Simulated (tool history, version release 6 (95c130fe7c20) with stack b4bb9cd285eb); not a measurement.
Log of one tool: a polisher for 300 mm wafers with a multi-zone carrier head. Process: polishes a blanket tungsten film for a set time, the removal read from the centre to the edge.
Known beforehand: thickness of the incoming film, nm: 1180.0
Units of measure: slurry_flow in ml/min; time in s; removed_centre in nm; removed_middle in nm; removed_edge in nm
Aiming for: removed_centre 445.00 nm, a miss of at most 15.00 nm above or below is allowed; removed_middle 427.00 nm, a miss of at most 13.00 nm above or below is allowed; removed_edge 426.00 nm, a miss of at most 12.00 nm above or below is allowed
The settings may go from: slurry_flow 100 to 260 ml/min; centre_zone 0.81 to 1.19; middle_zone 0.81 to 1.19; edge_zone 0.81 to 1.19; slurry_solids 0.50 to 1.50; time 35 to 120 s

| run | day | slurry_flow | centre_zone | middle_zone | edge_zone | slurry_solids | time | removed_centre | removed_middle | removed_edge |
|---|---|---|---|---|---|---|---|---|---|---|
| 1 | 0.000 | 165 | 1.00 | 1.00 | 1.00 | 1.00 | 77 | 378.47 | 366.95 | 369.07 |
| 2 | 0.204 | 180 | 1.01 | 1.01 | 1.03 | 1.05 | 77 | 385.34 | 378.51 | 380.83 |
| 3 | 0.296 | 190 | 1.03 | 1.02 | 1.05 | 1.10 | 77 | 403.95 | 394.19 | 393.15 |
| 4 | 0.371 | 190 | 1.03 | 1.02 | 1.05 | 1.10 | 95 | 485.29 | 491.68 | 482.64 |
| 5 | 0.662 | 190 | 1.03 | 1.07 | 1.05 | 1.10 | 95 | 484.23 | 497.74 | 482.06 |
| 6 | 0.862 | 190 | 1.03 | 1.07 | 1.05 | 0.95 | 95 | 475.16 | 483.55 | 463.69 |
| 7 | 1.008 | 175 | 1.03 | 1.06 | 1.04 | 0.95 | 95 | 469.66 | 476.65 | 460.83 |
| 8 | 1.138 | 165 | 1.03 | 1.04 | 1.02 | 0.90 | 95 | 457.70 | 465.74 | 453.14 |
| 9 | 1.462 | 160 | 1.04 | 1.02 | 1.01 | 0.85 | 95 | 453.52 | 449.72 | 436.61 |
| 10 | 1.692 | 155 | 1.04 | 1.01 | 1.01 | 0.85 | 95 | 451.87 | 448.51 | 438.63 |

Which of these 5 next moves meets every target?
| A | 1.921 | 210 | 1.09 | 0.85 | 1.09 | 0.85 | 92 | ? | ? | ? |
| B | 1.921 | 200 | 1.03 | 0.87 | 1.01 | 0.85 | 90 | ? | ? | ? |
| C | 1.921 | 145 | 1.01 | 0.82 | 1.06 | 1.05 | 93 | ? | ? | ? |
| D | 1.921 | 225 | 1.00 | 0.96 | 0.99 | 0.85 | 90 | ? | ? | ? |
| E | 1.921 | 170 | 1.14 | 0.89 | 1.09 | 0.75 | 95 | ? | ? | ? |

| move | removed_centre | removed_middle | removed_edge |
|---|---|---|---|
| A | 474.74 | 398.41 | 456.63 |
| B | 441.46 | 393.69 | 428.03 |
| C | 444.84 | 389.11 | 457.47 |
| D | 439.17 | 428.47 | 428.26 |
| E | 478.64 | 401.76 | 449.32 |
A: pushes the last run's worst result past its target
B: pushes the last run's worst result past its target
C: pushes the last run's worst result past its target
D: all results land within tolerance of their targets
E: pushes the last run's worst result past its target
The move that meets every target is D.
